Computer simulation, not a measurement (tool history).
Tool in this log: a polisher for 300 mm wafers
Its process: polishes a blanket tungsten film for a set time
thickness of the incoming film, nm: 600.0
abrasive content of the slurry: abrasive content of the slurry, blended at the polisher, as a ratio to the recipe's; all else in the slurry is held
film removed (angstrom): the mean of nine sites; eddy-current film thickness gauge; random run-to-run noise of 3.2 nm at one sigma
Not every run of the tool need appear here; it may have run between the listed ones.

run  hour  flow of slurry (ml/min)  pressure of the wafer on the pad (kPa)  speed of the pad under the wafer (m/s)  abrasive content of the slurry  polishing time (s)  film removed (angstrom)
  1     0                      185                                    32.4                                     1.1                               1                  48                     2579
  2   1.7                      185                                    31.7                                     1.1                               1                  48                   2558.5
  3   6.9                      185                                    31.7                                    1.36                               1                  48                   2993.6
  4  14.5                      185                                    29.6                                    1.36                               1                  48                     2916
  5  20.7                      185                                    29.6                                     1.6                               1                  48                   3396.3
  6  21.7                      185                                    26.2                                    1.58                               1                  48                   3171.6
  7  25.2                      185                                    22.8                                    1.56                               1                  48                   2754.3
  8  26.9                      185                                    21.4                                    1.56                               1                  48                   2598.4

Predict the results of run 9:
  9  35.9                      185                                    21.4                                    1.56                               1                  48                        ?

film removed (angstrom): 2734.3
